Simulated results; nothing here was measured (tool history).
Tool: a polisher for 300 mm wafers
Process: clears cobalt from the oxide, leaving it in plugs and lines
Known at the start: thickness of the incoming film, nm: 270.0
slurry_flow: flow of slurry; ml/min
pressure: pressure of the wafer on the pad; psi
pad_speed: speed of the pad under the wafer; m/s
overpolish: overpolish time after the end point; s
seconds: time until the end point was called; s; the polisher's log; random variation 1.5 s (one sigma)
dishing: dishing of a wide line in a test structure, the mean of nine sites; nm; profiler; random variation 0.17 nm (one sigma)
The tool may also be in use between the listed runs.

run  hour  slurry_flow  pressure  pad_speed  overpolish  seconds  dishing
  1   0.0          135       1.2       0.98          18   98.669   35.271
  2   3.8          135       1.2       1.18          18   85.493   40.198
  3   8.2          145       1.2       0.92          14  104.670   27.772
  4  13.5          175       1.2       0.92          14  103.130   28.525
  5  21.0          155       1.2       0.92          14  105.800   28.586
  6  22.0          155       1.3       0.76          11  118.350   21.700
  7  24.3          130       1.5       0.66           9  119.350   18.005

Forecast run 8:
  8  29.5          130       1.5       0.66           9        ?        ?

Run 8 gave seconds 121.980 s, dishing 17.902 nm.
